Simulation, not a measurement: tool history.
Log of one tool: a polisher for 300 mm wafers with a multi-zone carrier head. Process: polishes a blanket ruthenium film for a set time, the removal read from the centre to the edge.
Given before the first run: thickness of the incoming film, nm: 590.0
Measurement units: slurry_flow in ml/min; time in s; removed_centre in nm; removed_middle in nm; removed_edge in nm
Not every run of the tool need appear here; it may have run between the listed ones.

run 1 hour=0 | slurry_flow=295 centre_zone=1 middle_zone=1 edge_zone=1 time=43 | removed_centre=27.151 removed_middle=27.53 removed_edge=27.245
run 2 hour=3.2 | slurry_flow=285 centre_zone=0.99 middle_zone=0.96 edge_zone=0.99 time=39 | removed_centre=24.724 removed_middle=24.158 removed_edge=25.006
run 3 hour=12.1 | slurry_flow=285 centre_zone=0.99 middle_zone=0.96 edge_zone=0.99 time=29 | removed_centre=17.98 removed_middle=18.039 removed_edge=17.849
run 4 hour=16.5 | slurry_flow=285 centre_zone=0.99 middle_zone=0.96 edge_zone=0.91 time=29 | removed_centre=18.085 removed_middle=17.884 removed_edge=17.478
run 5 hour=23.1 | slurry_flow=285 centre_zone=0.99 middle_zone=0.96 edge_zone=0.91 time=19 | removed_centre=11.888 removed_middle=11.837 removed_edge=11.461
run 6 hour=29.5 | slurry_flow=280 centre_zone=0.99 middle_zone=0.94 edge_zone=0.95 time=21 | removed_centre=13.108 removed_middle=12.782 removed_edge=12.984
run 7 hour=30.7 | slurry_flow=280 centre_zone=1 middle_zone=0.93 edge_zone=0.98 time=22 | removed_centre=13.661 removed_middle=13.156 removed_edge=13.844
run 8 hour=32.2 | slurry_flow=280 centre_zone=1.02 middle_zone=0.93 edge_zone=1.01 time=23 | removed_centre=14.529 removed_middle=13.811 removed_edge=14.583
run 9 hour=40.1 | slurry_flow=285 centre_zone=1.03 middle_zone=0.93 edge_zone=1.04 time=24 | removed_centre=15.448 removed_middle=14.477 removed_edge=15.445
run 10 hour=46.1 | slurry_flow=295 centre_zone=1.04 middle_zone=0.93 edge_zone=1.07 time=24 | removed_centre=15.7 removed_middle=14.533 removed_edge=15.718
run 11 hour=50.5 | slurry_flow=305 centre_zone=1.04 middle_zone=0.93 edge_zone=1.09 time=24 | removed_centre=15.543 removed_middle=14.658 removed_edge=15.679
run 12 hour=51.1 | slurry_flow=300 centre_zone=1.05 middle_zone=0.93 edge_zone=1.11 time=24 | removed_centre=15.649 removed_middle=14.542 removed_edge=16.18

For run 13, what comes out?
run 13 hour=55 | slurry_flow=300 centre_zone=1.06 middle_zone=0.93 edge_zone=1.12 time=24 | removed_centre=? removed_middle=? removed_edge=?

Run 13 came out at removed_centre 15.782 nm, removed_middle 14.661 nm, removed_edge 15.992 nm.
